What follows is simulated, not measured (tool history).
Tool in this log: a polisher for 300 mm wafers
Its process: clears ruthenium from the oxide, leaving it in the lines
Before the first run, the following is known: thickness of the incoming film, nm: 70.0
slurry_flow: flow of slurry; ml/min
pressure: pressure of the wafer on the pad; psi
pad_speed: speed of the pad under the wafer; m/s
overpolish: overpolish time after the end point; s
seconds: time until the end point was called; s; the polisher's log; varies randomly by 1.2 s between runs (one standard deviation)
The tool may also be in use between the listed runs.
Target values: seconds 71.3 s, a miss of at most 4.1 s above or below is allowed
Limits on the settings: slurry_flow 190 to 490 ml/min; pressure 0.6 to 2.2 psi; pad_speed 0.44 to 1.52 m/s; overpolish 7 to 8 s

{"run": 1, "day": 0.0, "slurry_flow": 315, "pressure": 1.4, "pad_speed": 0.98, "overpolish": 8, "seconds": 109.02}
{"run": 2, "day": 0.308, "slurry_flow": 250, "pressure": 1.4, "pad_speed": 0.98, "overpolish": 8, "seconds": 110.63}
{"run": 3, "day": 0.633, "slurry_flow": 250, "pressure": 1.5, "pad_speed": 0.98, "overpolish": 8, "seconds": 103.37}
{"run": 4, "day": 0.908, "slurry_flow": 300, "pressure": 1.5, "pad_speed": 0.98, "overpolish": 8, "seconds": 99.22}
{"run": 5, "day": 1.204, "slurry_flow": 300, "pressure": 1.6, "pad_speed": 0.98, "overpolish": 8, "seconds": 95.878}
{"run": 6, "day": 1.542, "slurry_flow": 300, "pressure": 1.6, "pad_speed": 0.98, "overpolish": 8, "seconds": 94.397}
{"run": 7, "day": 1.583, "slurry_flow": 300, "pressure": 1.7, "pad_speed": 0.98, "overpolish": 8, "seconds": 89.677}
{"run": 8, "day": 1.817, "slurry_flow": 300, "pressure": 1.8, "pad_speed": 0.98, "overpolish": 8, "seconds": 84.526}

Pick the move, out of 5, that brings all results within their allowed miss; only one does.
{"run": "A", "day": 2.05, "slurry_flow": 195, "pressure": 1.7, "pad_speed": 0.86, "overpolish": 8, "seconds": "?"}
{"run": "B", "day": 2.05, "slurry_flow": 300, "pressure": 1.6, "pad_speed": 0.94, "overpolish": 8, "seconds": "?"}
{"run": "C", "day": 2.05, "slurry_flow": 290, "pressure": 1.6, "pad_speed": 0.94, "overpolish": 7, "seconds": "?"}
{"run": "D", "day": 2.05, "slurry_flow": 300, "pressure": 2, "pad_speed": 1.04, "overpolish": 8, "seconds": "?"}
{"run": "E", "day": 2.05, "slurry_flow": 265, "pressure": 1.8, "pad_speed": 1.34, "overpolish": 7, "seconds": "?"}

move=A seconds=103.71
move=B seconds=97.316
move=C seconds=97.593
move=D seconds=71.39
move=E seconds=63.311
A: lands further from the targets than the last run did
B: lands further from the targets than the last run did
C: lands further from the targets than the last run did
D: in spec on every target
E: the result that was furthest off in the last run now lies on the other side of its target
Answer: D

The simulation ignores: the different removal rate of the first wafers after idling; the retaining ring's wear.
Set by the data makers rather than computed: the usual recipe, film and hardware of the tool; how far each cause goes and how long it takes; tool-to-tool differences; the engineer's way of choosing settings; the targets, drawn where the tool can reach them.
